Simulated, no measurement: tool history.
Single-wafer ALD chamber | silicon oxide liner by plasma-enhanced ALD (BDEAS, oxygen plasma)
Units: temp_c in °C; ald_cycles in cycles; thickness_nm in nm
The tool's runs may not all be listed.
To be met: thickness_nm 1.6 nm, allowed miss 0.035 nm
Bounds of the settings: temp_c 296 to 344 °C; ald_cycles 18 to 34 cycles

run,hour,temp_c,ald_cycles,thickness_nm
1,0,320,26,2.0873
2,5,320,29,2.3278
3,10.8,326,29,2.355
4,13.2,326,31,2.4911
5,14.2,326,27,2.199
6,17.9,334,27,2.1457
7,18.9,335,25,1.9683
8,27.8,335,24,1.9055
9,36.2,335,23,1.8206
# hour 37.8: thermocouple changed; heater temperature recalibrated
10,37.8,335,22,1.7484
11,45.9,335,21,1.668

5 next moves are on the table. One of them brings every result within its allowed miss. Which?
A,54,325,21,?
B,54,328,21,?
C,54,332,21,?
D,54,337,21,?
E,54,327,20,?

move,thickness_nm
A,1.6856
B,1.6786
C,1.6693
D,1.6576
E,1.6009
A: further off than the last run
B: further off than the last run
C: as far off as the last run
D: nearer than the last run, and not there yet
E: meets every target
The right move is E.
